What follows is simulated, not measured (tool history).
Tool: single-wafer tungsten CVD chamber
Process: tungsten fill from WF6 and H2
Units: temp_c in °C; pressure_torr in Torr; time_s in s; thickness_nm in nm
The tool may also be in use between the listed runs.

run 1 hour=0 | temp_c=395 pressure_torr=50.9 time_s=18.7 | thickness_nm=58.289
run 2 hour=2.8 | temp_c=394 pressure_torr=50.8 time_s=18.7 | thickness_nm=57.337
run 3 hour=5.2 | temp_c=394 pressure_torr=43.3 time_s=18.7 | thickness_nm=53.937
run 4 hour=12.8 | temp_c=403 pressure_torr=43.3 time_s=18.7 | thickness_nm=63.283
run 5 hour=14.9 | temp_c=401 pressure_torr=43.2 time_s=18.7 | thickness_nm=60.919
run 6 hour=23.8 | temp_c=401 pressure_torr=49.7 time_s=18.7 | thickness_nm=63.55
run 7 hour=27.3 | temp_c=399 pressure_torr=49.6 time_s=18.7 | thickness_nm=61.928
-- hour=35.9 thermocouple changed; heater temperature recalibrated
run 8 hour=35.9 | temp_c=397 pressure_torr=49.5 time_s=18.7 | thickness_nm=63.216
run 9 hour=43.3 | temp_c=395 pressure_torr=49.4 time_s=18.7 | thickness_nm=61.27
run 10 hour=49 | temp_c=395 pressure_torr=49.4 time_s=18.7 | thickness_nm=61.575
run 11 hour=50.2 | temp_c=392 pressure_torr=49.1 time_s=18.7 | thickness_nm=57.98
run 12 hour=51.6 | temp_c=390 pressure_torr=49 time_s=18.7 | thickness_nm=55.503

Run 13 comes next. What will it give?
run 13 hour=53 | temp_c=389 pressure_torr=48.9 time_s=18.7 | thickness_nm=?

thickness_nm: 55.206 nm

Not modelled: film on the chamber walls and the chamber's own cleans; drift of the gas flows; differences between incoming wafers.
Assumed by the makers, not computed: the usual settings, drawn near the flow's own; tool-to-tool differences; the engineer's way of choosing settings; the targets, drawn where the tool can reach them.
